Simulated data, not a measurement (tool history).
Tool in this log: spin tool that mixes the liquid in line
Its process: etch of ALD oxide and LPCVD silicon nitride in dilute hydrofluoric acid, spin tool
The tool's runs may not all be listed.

run,day,temperature setpoint of the liquid (°C),parts of water to one part of 49 % hydrofluoric acid (parts by volume),time under the liquid (s),thickness taken off the ALD oxide on a monitor wafer (Å),thickness taken off the LPCVD silicon nitride on a monitor wafer (Å)
1,0,24,215,180,111.65,4.8041
2,0.146,24,260,180,87.62,3.7589
3,0.517,21.5,260,180,80.448,3.2919
4,0.621,20.5,275,180,72.533,2.699
5,0.679,20,290,180,66.4,2.4979
6,0.958,19.5,300,180,61.831,2.9344
7,1.117,18.5,305,180,59.141,2.2493

Run 8 comes next. What will it give?
8,1.167,18.5,310,180,?,?

{"run 8": {"thickness taken off the ALD oxide on a monitor wafer (Å)": 57.389, "thickness taken off the LPCVD silicon nitride on a monitor wafer (Å)": 2.2181}}
